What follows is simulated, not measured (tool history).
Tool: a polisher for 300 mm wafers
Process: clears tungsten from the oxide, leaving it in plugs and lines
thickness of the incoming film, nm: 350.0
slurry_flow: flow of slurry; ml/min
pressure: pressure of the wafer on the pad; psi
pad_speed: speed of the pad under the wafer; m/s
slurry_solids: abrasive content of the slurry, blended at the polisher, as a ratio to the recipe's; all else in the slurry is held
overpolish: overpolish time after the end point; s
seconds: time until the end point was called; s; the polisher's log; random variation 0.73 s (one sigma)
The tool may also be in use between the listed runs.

run	hour	slurry_flow	pressure	pad_speed	slurry_solids	overpolish	seconds
1	0	170	4.5	0.9	1	13	74.182
2	6.3	170	4.7	0.9	1	13	71.135
3	14.7	170	4.7	0.9	1	13	71.62
4	18.7	170	4.9	0.9	1	13	70.239
5	23.8	170	5.1	0.9	1	13	68.208
6	25.3	170	5.1	0.9	1.15	13	65.342
7	29.4	170	5.2	0.9	1.15	13	66.374
8	36	170	5.4	0.9	1.15	13	63.084
9	44.5	170	5.5	0.9	1.15	13	63.828
10	48	170	5.6	0.9	1.15	13	63.118

Run 11 comes next. What will it give?
11	52.9	170	5.7	0.9	1.15	13	?

Run 11 gave seconds 62.823 s.
